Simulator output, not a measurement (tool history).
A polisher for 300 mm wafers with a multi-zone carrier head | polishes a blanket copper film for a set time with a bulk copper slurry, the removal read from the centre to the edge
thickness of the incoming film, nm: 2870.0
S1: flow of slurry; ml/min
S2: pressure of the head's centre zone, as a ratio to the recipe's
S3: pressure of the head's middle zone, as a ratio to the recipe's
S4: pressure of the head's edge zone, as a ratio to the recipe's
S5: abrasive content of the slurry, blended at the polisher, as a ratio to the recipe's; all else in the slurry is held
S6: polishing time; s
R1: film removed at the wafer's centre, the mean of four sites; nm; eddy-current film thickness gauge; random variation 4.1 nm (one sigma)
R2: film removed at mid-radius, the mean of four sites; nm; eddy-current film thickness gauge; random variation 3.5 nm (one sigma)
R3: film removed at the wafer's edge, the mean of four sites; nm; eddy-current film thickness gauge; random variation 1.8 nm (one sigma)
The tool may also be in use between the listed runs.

{"run": 1, "day": 0.0, "S1": 200, "S2": 1, "S3": 1, "S4": 1, "S5": 1, "S6": 86, "R1": 462.2, "R2": 472.25, "R3": 461.06}
{"run": 2, "day": 0.083, "S1": 200, "S2": 1, "S3": 1.05, "S4": 1, "S5": 1, "S6": 86, "R1": 461.94, "R2": 506.97, "R3": 460.9}
{"run": 3, "day": 0.112, "S1": 195, "S2": 1.01, "S3": 1.03, "S4": 0.95, "S5": 0.85, "S6": 74, "R1": 391.02, "R2": 402.81, "R3": 372.45}
{"run": 4, "day": 0.358, "S1": 190, "S2": 1, "S3": 1.02, "S4": 0.91, "S5": 0.75, "S6": 67, "R1": 347.03, "R2": 347.49, "R3": 323.1}
{"run": 5, "day": 0.575, "S1": 190, "S2": 0.93, "S3": 1.02, "S4": 0.91, "S5": 0.75, "S6": 67, "R1": 315.81, "R2": 352.15, "R3": 321.25}
{"run": 6, "day": 0.642, "S1": 190, "S2": 0.93, "S3": 0.97, "S4": 0.91, "S5": 0.75, "S6": 67, "R1": 310.98, "R2": 340.71, "R3": 322.95}
{"run": 7, "day": 0.971, "S1": 185, "S2": 0.95, "S3": 0.97, "S4": 0.88, "S5": 0.65, "S6": 64, "R1": 288.03, "R2": 316.88, "R3": 288.55}
{"run": 8, "day": 1.033, "S1": 175, "S2": 0.98, "S3": 0.93, "S4": 0.86, "S5": 0.6, "S6": 64, "R1": 286.72, "R2": 287.74, "R3": 276.83}
{"run": 9, "day": 1.142, "S1": 170, "S2": 0.99, "S3": 0.94, "S4": 0.84, "S5": 0.55, "S6": 64, "R1": 293.11, "R2": 284.37, "R3": 271.78}
{"run": 10, "day": 1.429, "S1": 170, "S2": 0.99, "S3": 0.95, "S4": 0.83, "S5": 0.55, "S6": 63, "R1": 282.61, "R2": 282.35, "R3": 264.45}
{"run": 11, "day": 1.6, "S1": 165, "S2": 1, "S3": 0.96, "S4": 0.82, "S5": 0.55, "S6": 63, "R1": 286.39, "R2": 286.07, "R3": 261.66}
{"run": 12, "day": 1.817, "S1": 155, "S2": 1, "S3": 0.96, "S4": 0.82, "S5": 0.55, "S6": 63, "R1": 287.36, "R2": 280.84, "R3": 257.99}
{"run": 13, "day": 1.933, "S1": 150, "S2": 1, "S3": 0.96, "S4": 0.82, "S5": 0.55, "S6": 63, "R1": 280.36, "R2": 284.33, "R3": 258.46}
{"run": 14, "day": 2.204, "S1": 145, "S2": 1.01, "S3": 0.95, "S4": 0.82, "S5": 0.55, "S6": 63, "R1": 276.84, "R2": 269.81, "R3": 258.86}

Forecast run 15:
{"run": 15, "day": 2.554, "S1": 145, "S2": 1.01, "S3": 0.96, "S4": 0.82, "S5": 0.55, "S6": 63, "R1": "?", "R2": "?", "R3": "?"}

{"run 15": {"R1": 283.5, "R2": 279.71, "R3": 257.76}}

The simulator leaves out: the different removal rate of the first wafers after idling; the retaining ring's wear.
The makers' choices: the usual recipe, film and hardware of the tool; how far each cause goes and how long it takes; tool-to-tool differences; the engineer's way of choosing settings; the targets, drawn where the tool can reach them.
